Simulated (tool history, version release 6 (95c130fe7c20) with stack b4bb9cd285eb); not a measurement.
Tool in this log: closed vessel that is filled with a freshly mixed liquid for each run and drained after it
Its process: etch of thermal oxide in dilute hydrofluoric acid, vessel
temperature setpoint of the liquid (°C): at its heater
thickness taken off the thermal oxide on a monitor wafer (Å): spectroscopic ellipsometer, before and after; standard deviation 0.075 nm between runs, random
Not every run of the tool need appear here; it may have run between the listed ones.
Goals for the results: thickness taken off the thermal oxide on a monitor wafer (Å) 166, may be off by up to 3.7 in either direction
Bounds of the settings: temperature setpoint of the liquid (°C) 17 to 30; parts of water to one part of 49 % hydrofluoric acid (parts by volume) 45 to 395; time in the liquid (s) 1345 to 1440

| run | day | temperature setpoint of the liquid (°C) | parts of water to one part of 49 % hydrofluoric acid (parts by volume) | time in the liquid (s) | thickness taken off the thermal oxide on a monitor wafer (Å) |
|---|---|---|---|---|---|
| 1 | 0 | 22 | 220 | 1345 | 247.04 |
| 2 | 0.283 | 20.5 | 235 | 1345 | 214.62 |
| 3 | 0.329 | 19.5 | 245 | 1345 | 197.17 |
| 4 | 0.638 | 19 | 250 | 1345 | 187.84 |
| 5 | 0.817 | 19 | 310 | 1345 | 144.2 |
| 6 | 1.171 | 17 | 310 | 1345 | 134.68 |
| 7 | 1.454 | 19 | 310 | 1345 | 144.38 |
| 8 | 1.638 | 20 | 310 | 1345 | 149.73 |

Exercise: of the 5 proposed moves below, exactly one satisfies all targets within the stated allowed misses. Which move is it?
| A | 1.821 | 20.5 | 290 | 1400 | ? |
| B | 1.821 | 21 | 300 | 1370 | ? |
| C | 1.821 | 18.5 | 350 | 1395 | ? |
| D | 1.821 | 22 | 325 | 1365 | ? |
| E | 1.821 | 19 | 320 | 1355 | ? |

| move | thickness taken off the thermal oxide on a monitor wafer (Å) |
|---|---|
| A | 171.05 |
| B | 163.27 |
| C | 124.64 |
| D | 152.09 |
| E | 138.31 |
A: the result that was furthest off in the last run now lies on the other side of its target
B: all results land within tolerance of their targets
C: lands further from the targets than the last run did
D: an improvement on the last run, though not all results are within tolerance
E: lands further from the targets than the last run did
B is the move that brings every result within its allowed miss.
